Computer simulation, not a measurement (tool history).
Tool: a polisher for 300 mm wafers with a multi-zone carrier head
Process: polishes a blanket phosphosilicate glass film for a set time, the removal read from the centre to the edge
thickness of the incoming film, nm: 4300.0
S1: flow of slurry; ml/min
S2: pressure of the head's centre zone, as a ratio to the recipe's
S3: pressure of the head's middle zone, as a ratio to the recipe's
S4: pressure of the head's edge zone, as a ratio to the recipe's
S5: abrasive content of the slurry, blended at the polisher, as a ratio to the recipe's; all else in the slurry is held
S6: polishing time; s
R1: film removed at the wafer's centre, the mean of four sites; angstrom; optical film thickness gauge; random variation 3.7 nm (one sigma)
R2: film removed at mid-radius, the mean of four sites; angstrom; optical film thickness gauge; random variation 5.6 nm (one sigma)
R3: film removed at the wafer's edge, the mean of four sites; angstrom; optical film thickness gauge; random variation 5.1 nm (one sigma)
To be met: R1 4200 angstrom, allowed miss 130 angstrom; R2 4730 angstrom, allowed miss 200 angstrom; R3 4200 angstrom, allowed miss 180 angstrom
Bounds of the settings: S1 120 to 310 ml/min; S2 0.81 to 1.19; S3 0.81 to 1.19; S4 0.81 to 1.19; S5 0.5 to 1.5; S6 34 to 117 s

{"run": 1, "hour": 0.0, "S1": 200, "S2": 1, "S3": 1, "S4": 1, "S5": 1, "S6": 75, "R1": 3465.1, "R2": 3417.1, "R3": 3475.1}
{"run": 2, "hour": 1.8, "S1": 200, "S2": 0.95, "S3": 1, "S4": 1, "S5": 1, "S6": 75, "R1": 3333.7, "R2": 3424.4, "R3": 3436}
{"run": 3, "hour": 7.5, "S1": 210, "S2": 0.97, "S3": 1.04, "S4": 1.02, "S5": 1.05, "S6": 75, "R1": 3467.9, "R2": 3582.4, "R3": 3599.9}
{"run": 4, "hour": 14.0, "S1": 215, "S2": 0.97, "S3": 1.07, "S4": 1, "S5": 1.15, "S6": 75, "R1": 3663.5, "R2": 3886, "R3": 3714.9}
{"run": 5, "hour": 19.5, "S1": 215, "S2": 0.97, "S3": 1.07, "S4": 1, "S5": 1.3, "S6": 75, "R1": 3870.1, "R2": 4189.7, "R3": 3763.5}
{"run": 6, "hour": 23.8, "S1": 215, "S2": 1.03, "S3": 1.07, "S4": 1, "S5": 1.3, "S6": 75, "R1": 4102.4, "R2": 4180.3, "R3": 3845.6}
{"run": 7, "hour": 27.2, "S1": 220, "S2": 1.02, "S3": 1.09, "S4": 1.02, "S5": 1.3, "S6": 75, "R1": 4023.4, "R2": 4244.6, "R3": 3903.7}
{"run": 8, "hour": 35.3, "S1": 230, "S2": 1.02, "S3": 1.11, "S4": 1.03, "S5": 1.3, "S6": 75, "R1": 4093.1, "R2": 4391.6, "R3": 3986.1}
{"run": 9, "hour": 42.8, "S1": 235, "S2": 1.02, "S3": 1.12, "S4": 1.04, "S5": 1.3, "S6": 75, "R1": 4099.1, "R2": 4403.5, "R3": 3984.7}
{"run": 10, "hour": 50.4, "S1": 240, "S2": 1.02, "S3": 1.13, "S4": 1.05, "S5": 1.3, "S6": 75, "R1": 4046.4, "R2": 4422, "R3": 4034}
{"run": 11, "hour": 53.1, "S1": 245, "S2": 1.02, "S3": 1.14, "S4": 1.05, "S5": 1.3, "S6": 75, "R1": 4070.4, "R2": 4515, "R3": 4001.8}
{"run": 12, "hour": 57.7, "S1": 250, "S2": 1.02, "S3": 1.15, "S4": 1.06, "S5": 1.3, "S6": 75, "R1": 4118.7, "R2": 4458.8, "R3": 4058.2}

Which of these 5 next moves meets every target?
{"run": "A", "hour": 62.3, "S1": 265, "S2": 0.99, "S3": 1.03, "S4": 1.07, "S5": 1.45, "S6": 75, "R1": "?", "R2": "?", "R3": "?"}
{"run": "B", "hour": 62.3, "S1": 270, "S2": 1, "S3": 1.17, "S4": 1.08, "S5": 1.4, "S6": 75, "R1": "?", "R2": "?", "R3": "?"}
{"run": "C", "hour": 62.3, "S1": 290, "S2": 1.04, "S3": 1.01, "S4": 0.99, "S5": 1.2, "S6": 76, "R1": "?", "R2": "?", "R3": "?"}
{"run": "D", "hour": 62.3, "S1": 270, "S2": 1.09, "S3": 1.04, "S4": 1.13, "S5": 1.3, "S6": 75, "R1": "?", "R2": "?", "R3": "?"}
{"run": "E", "hour": 62.3, "S1": 210, "S2": 1.03, "S3": 0.94, "S4": 1.19, "S5": 0.75, "S6": 111, "R1": "?", "R2": "?", "R3": "?"}

move=A R1=4285.7 R2=4280 R3=4175.2
move=B R1=4281.4 R2=4719.2 R3=4137.4
move=C R1=4251.8 R2=3988.5 R3=3800.7
move=D R1=4493.3 R2=4139.7 R3=4117.2
move=E R1=4629 R2=4144 R3=4652.8
A: further off than the last run
B: meets every target
C: further off than the last run
D: further off than the last run
E: further off than the last run
The right move is B.

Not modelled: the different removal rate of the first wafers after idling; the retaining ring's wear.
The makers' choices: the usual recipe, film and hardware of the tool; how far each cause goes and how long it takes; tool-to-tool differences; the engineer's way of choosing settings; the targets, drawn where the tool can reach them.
